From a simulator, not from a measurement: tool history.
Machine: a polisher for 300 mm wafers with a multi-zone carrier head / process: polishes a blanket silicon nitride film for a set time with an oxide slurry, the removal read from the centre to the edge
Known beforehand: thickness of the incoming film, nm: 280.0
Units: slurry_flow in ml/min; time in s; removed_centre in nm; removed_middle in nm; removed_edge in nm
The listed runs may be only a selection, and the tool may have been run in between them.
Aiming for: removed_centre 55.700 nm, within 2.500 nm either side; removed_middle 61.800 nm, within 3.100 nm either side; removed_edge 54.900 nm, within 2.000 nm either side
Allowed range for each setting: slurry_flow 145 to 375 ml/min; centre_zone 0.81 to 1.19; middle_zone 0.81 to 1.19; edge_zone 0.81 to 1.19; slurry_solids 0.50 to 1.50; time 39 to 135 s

| run | day | slurry_flow | centre_zone | middle_zone | edge_zone | slurry_solids | time | removed_centre | removed_middle | removed_edge |
|---|---|---|---|---|---|---|---|---|---|---|
| 1 | 0.000 | 240 | 1.00 | 1.00 | 1.00 | 1.00 | 87 | 73.569 | 74.173 | 72.244 |
| 2 | 0.358 | 240 | 0.98 | 1.01 | 0.96 | 0.85 | 86 | 66.574 | 69.141 | 66.500 |
| 3 | 0.429 | 240 | 0.98 | 1.01 | 0.96 | 0.85 | 105 | 78.565 | 84.627 | 79.091 |
| 4 | 0.500 | 240 | 0.98 | 1.01 | 0.96 | 0.65 | 105 | 68.729 | 73.308 | 70.865 |
| 5 | 0.679 | 240 | 0.98 | 1.03 | 0.93 | 0.60 | 100 | 64.607 | 67.469 | 62.770 |
| 6 | 0.821 | 240 | 0.98 | 1.03 | 0.93 | 0.60 | 114 | 73.627 | 77.414 | 71.439 |
| 7 | 0.992 | 230 | 0.92 | 1.04 | 0.84 | 0.50 | 93 | 49.826 | 57.347 | 51.222 |
| 8 | 1.142 | 240 | 0.93 | 1.05 | 0.86 | 0.50 | 93 | 52.120 | 57.238 | 51.990 |
| 9 | 1.317 | 240 | 0.93 | 1.05 | 0.86 | 0.50 | 93 | 51.484 | 57.467 | 51.598 |
| 10 | 1.429 | 245 | 0.94 | 1.06 | 0.88 | 0.50 | 93 | 51.699 | 58.903 | 52.601 |
| 11 | 1.546 | 245 | 0.94 | 1.06 | 0.88 | 0.50 | 93 | 51.842 | 58.447 | 51.826 |
| 12 | 1.838 | 245 | 0.95 | 1.06 | 0.90 | 0.50 | 93 | 52.513 | 59.549 | 53.592 |

Exercise: of the 4 proposed moves below, exactly one satisfies all targets within the stated allowed misses. Which move is it?
| A | 2.129 | 285 | 1.00 | 1.15 | 0.99 | 0.55 | 87 | ? | ? | ? |
| B | 2.129 | 235 | 1.01 | 1.13 | 0.84 | 0.50 | 94 | ? | ? | ? |
| C | 2.129 | 230 | 0.93 | 0.98 | 1.02 | 0.55 | 86 | ? | ? | ? |
| D | 2.129 | 250 | 0.91 | 1.00 | 0.96 | 0.50 | 92 | ? | ? | ? |

| move | removed_centre | removed_middle | removed_edge |
|---|---|---|---|
| A | 56.159 | 61.938 | 54.989 |
| B | 57.158 | 61.782 | 51.693 |
| C | 50.442 | 53.795 | 54.438 |
| D | 50.650 | 55.925 | 54.098 |
A: all results in spec
B: corrects the largest miss of the last run, while another result sits out of spec
C: misses by more than the last run did
D: misses by more than the last run did
A meets every target.
